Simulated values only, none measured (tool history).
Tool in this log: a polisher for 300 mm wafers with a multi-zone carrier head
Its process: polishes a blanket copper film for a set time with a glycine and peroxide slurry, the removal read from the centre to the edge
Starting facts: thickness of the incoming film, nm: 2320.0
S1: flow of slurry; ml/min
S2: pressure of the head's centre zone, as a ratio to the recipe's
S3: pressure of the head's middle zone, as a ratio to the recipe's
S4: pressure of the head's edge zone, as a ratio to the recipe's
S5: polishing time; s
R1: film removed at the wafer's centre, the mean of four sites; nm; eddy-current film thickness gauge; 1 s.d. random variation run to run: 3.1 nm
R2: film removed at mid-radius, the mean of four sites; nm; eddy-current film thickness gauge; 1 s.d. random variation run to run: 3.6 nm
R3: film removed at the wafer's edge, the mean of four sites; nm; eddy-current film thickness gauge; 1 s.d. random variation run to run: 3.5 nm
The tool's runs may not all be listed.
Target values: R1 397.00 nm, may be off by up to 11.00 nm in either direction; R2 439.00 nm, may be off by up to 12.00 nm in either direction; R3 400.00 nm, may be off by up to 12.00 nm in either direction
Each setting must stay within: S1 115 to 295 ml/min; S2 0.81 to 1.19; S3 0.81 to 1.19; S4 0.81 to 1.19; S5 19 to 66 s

run 1 hour=0.0 | S1=190 S2=1.00 S3=1.00 S4=1.00 S5=42 | R1=327.34 R2=339.83 R3=326.39
run 2 hour=4.6 | S1=190 S2=1.00 S3=1.03 S4=1.00 S5=42 | R1=322.14 R2=344.47 R3=326.97
run 3 hour=11.5 | S1=190 S2=1.00 S3=1.03 S4=1.08 S5=42 | R1=324.34 R2=347.80 R3=340.35
run 4 hour=16.8 | S1=200 S2=1.01 S3=1.05 S4=1.10 S5=43 | R1=335.97 R2=360.78 R3=352.34
run 5 hour=23.7 | S1=210 S2=1.02 S3=1.07 S4=1.11 S5=44 | R1=352.24 R2=386.94 R3=366.31
run 6 hour=28.4 | S1=220 S2=1.03 S3=1.08 S4=1.12 S5=44 | R1=357.45 R2=386.94 R3=371.98
run 7 hour=35.5 | S1=230 S2=1.04 S3=1.10 S4=1.12 S5=44 | R1=368.86 R2=397.58 R3=374.14
run 8 hour=41.9 | S1=235 S2=1.04 S3=1.11 S4=1.13 S5=44 | R1=370.56 R2=398.75 R3=380.36
run 9 hour=50.0 | S1=240 S2=1.04 S3=1.12 S4=1.13 S5=44 | R1=368.29 R2=405.90 R3=375.21
run 10 hour=58.0 | S1=245 S2=1.05 S3=1.13 S4=1.14 S5=44 | R1=376.89 R2=406.10 R3=379.52
run 11 hour=59.2 | S1=250 S2=1.05 S3=1.14 S4=1.15 S5=44 | R1=374.14 R2=412.34 R3=376.28

Consider the 4 candidate settings below. Which is the only one whose results all fall within their allowed miss of target?
run A hour=60.4 | S1=225 S2=1.12 S3=1.08 S4=1.04 S5=47 | R1=? R2=? R3=?
run B hour=60.4 | S1=260 S2=1.18 S3=1.13 S4=1.09 S5=45 | R1=? R2=? R3=?
run C hour=60.4 | S1=240 S2=1.06 S3=1.16 S4=1.17 S5=46 | R1=? R2=? R3=?
run D hour=60.4 | S1=240 S2=1.12 S3=1.14 S4=1.14 S5=44 | R1=? R2=? R3=?

move=A R1=418.24 R2=410.32 R3=387.93
move=B R1=430.07 R2=415.79 R3=385.23
move=C R1=391.96 R2=430.72 R3=405.18
move=D R1=395.44 R2=405.75 R3=382.49
A: misses by more than the last run did
B: misses by more than the last run did
C: every result lands within tolerance
D: misses by more than the last run did
Correct choice: C, which meets every target

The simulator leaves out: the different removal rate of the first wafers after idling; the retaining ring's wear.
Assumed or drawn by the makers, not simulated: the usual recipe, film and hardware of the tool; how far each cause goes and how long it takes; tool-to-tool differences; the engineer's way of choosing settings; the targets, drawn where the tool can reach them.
